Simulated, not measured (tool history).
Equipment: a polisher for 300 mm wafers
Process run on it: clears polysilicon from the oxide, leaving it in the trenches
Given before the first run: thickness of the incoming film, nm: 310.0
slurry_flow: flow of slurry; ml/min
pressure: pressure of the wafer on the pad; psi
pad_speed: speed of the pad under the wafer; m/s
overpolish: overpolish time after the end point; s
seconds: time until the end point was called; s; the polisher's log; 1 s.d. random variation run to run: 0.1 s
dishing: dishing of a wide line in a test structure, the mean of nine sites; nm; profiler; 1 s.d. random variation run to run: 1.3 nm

run  hour  slurry_flow  pressure  pad_speed  overpolish  seconds  dishing
  1     0          215       2.1          1          11   26.561   64.087
  2   7.6          220       2.4       1.04          10   22.627   65.549
  3  12.5          170       2.4       1.04          10   23.606    65.41
  4  19.7          170       2.4       0.86          10   28.221   61.858
  5    23          190       2.6       0.96          10   22.981   63.897
  6  26.2          190       2.6       0.96           6    22.96   48.736
  7  26.8          205       2.8       1.04           7   19.785   62.297
  8  29.1          215       2.9       1.12           7   17.668   63.541
  9  37.8          215       2.9       1.12           7   17.859    63.33

Run 10 is up next; what results do you expect?
 10  43.1          220         3       1.18           7        ?        ?

Run 10 yielded seconds 16.307 s, dishing 63.666 nm.
